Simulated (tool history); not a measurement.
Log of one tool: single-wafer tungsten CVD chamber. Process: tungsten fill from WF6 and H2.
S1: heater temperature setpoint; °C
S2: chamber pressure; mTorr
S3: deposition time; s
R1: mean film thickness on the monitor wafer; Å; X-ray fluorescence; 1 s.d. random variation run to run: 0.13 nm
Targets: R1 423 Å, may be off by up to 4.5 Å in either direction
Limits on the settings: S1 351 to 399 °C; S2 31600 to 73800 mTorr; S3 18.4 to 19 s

run  hour   S1     S2    S3      R1
  1     0  375  52700  18.4  479.98
  2   2.3  374  52700  18.4  474.19
  3   5.5  384  52700  18.4  563.61
  4   6.7  382  52700  18.4  548.76
  5   9.2  382  52700  18.4  543.16
  6  12.8  388  52700  18.4  606.07
  7  14.5  386  52700  18.4  585.82
  8  22.1  384  52700  18.4  567.51
  9  26.1  382  52700  18.4  547.03
 10  31.1  370  52500  18.4  433.94

Exercise: of the 4 proposed moves below, exactly one satisfies all targets within the stated allowed misses. Which move is it?
  A  36.1  369  50400  18.4   ?
  B  36.1  367  52300  18.9   ?
  C  36.1  361  69700  18.9   ?
  D  36.1  365  61100  18.4   ?

move      R1
   A  413.43
   B   419.2
   C  445.22
   D  433.76
A: moves the result that the last run missed by most past its target, out the other side
B: every result lands within tolerance
C: lands further from the targets than the last run did
D: roughly where the last run was
Answer: B
